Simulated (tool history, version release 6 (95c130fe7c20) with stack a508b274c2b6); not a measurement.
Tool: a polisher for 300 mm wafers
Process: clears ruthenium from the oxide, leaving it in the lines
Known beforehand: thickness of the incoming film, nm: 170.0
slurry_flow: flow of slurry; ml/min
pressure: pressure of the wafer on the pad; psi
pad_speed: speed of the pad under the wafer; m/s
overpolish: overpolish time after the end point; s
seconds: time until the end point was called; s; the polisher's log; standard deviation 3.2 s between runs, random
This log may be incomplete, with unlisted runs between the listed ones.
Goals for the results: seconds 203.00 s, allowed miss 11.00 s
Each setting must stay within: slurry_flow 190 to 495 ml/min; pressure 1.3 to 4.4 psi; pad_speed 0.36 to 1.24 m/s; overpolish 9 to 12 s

run,hour,slurry_flow,pressure,pad_speed,overpolish,seconds
1,0.0,320,2.8,0.80,12,149.27
2,4.4,320,2.7,0.80,12,157.77
3,13.1,320,2.7,0.94,12,128.47
4,16.4,320,2.5,0.94,12,138.37
5,23.8,320,2.3,0.94,12,145.96
6,30.3,320,2.1,0.94,12,159.75
7,34.4,320,2.0,0.94,12,167.69
8,39.3,320,1.9,0.94,12,172.10
9,48.2,320,1.8,0.94,12,171.29

Consider the 4 candidate settings below. Which is the only one whose results all fall within their allowed miss of target?
A,57.1,305,1.7,0.98,12,?
B,57.1,350,2.4,1.04,10,?
C,57.1,420,1.9,1.08,9,?
D,57.1,370,1.5,0.90,10,?

move,seconds
A,174.92
B,128.70
C,144.03
D,202.32
A: better than the last run, though not everything is in spec
B: lands further from the targets than the last run did
C: lands further from the targets than the last run did
D: all results in spec
The right move is D.

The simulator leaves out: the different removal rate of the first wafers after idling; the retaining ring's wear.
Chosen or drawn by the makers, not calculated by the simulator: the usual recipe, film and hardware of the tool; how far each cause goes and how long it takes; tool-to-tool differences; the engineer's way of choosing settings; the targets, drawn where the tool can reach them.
